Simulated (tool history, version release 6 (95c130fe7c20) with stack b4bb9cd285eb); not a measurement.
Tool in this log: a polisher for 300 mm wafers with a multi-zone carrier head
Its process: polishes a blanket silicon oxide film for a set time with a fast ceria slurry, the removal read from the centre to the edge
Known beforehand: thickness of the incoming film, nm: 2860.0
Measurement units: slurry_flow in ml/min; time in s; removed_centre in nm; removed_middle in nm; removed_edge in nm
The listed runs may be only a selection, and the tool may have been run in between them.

run,hour,slurry_flow,centre_zone,middle_zone,edge_zone,time,removed_centre,removed_middle,removed_edge
1,0,235,1,1,1,67,938.67,950.49,950.66
2,5,205,0.94,0.97,0.98,55,692.38,772.02,744.45
3,7,200,0.92,0.92,1,47,580.62,623.65,653.54
4,7.9,195,0.89,0.9,0.98,43,513.79,538.05,587.87
5,15.3,195,0.89,0.85,0.98,43,505.97,525.16,584.8
6,22.2,185,0.86,0.86,0.96,42,472.78,527.91,583.72
7,31,185,0.86,0.86,0.95,40,448.18,502.96,536.33

Run 8 is up next; what results do you expect?
8,36.5,185,0.86,0.86,0.95,40,?,?,?

{"run 8": {"removed_centre": 455.78, "removed_middle": 485.87, "removed_edge": 550.49}}
